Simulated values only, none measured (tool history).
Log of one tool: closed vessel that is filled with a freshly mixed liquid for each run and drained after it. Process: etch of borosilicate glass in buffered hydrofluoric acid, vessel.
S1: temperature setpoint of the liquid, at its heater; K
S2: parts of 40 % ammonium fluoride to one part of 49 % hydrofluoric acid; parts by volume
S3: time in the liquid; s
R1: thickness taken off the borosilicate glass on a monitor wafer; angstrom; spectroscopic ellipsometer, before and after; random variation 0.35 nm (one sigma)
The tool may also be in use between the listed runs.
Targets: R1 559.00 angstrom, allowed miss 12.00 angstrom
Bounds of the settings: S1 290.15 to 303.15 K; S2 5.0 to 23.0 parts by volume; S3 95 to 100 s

run,hour,S1,S2,S3,R1
1,0.0,295.15,14.0,95,791.49
2,6.9,294.15,14.5,95,719.27
3,14.7,293.15,14.5,95,678.34
4,16.9,292.65,14.5,95,663.52
5,19.7,292.65,14.5,95,658.69
6,28.2,292.65,11.5,95,843.08
7,30.8,292.15,12.5,95,752.57
8,33.4,291.65,13.0,95,705.11
9,35.6,291.15,13.5,95,657.79
10,41.4,291.15,14.0,95,643.77
11,43.3,291.15,14.5,95,609.03
12,51.5,291.15,14.5,95,614.61
13,59.5,290.65,15.0,95,574.95

4 next moves are on the table. One of them brings every result within its allowed miss. Which?
A,67.5,290.15,15.0,100,?
B,67.5,291.65,15.5,95,?
C,67.5,290.15,14.0,95,?
D,67.5,290.15,16.0,100,?

move,R1
A,586.34
B,586.15
C,596.52
D,549.91
A: further off than the last run
B: further off than the last run
C: further off than the last run
D: meets every target
Answer: D

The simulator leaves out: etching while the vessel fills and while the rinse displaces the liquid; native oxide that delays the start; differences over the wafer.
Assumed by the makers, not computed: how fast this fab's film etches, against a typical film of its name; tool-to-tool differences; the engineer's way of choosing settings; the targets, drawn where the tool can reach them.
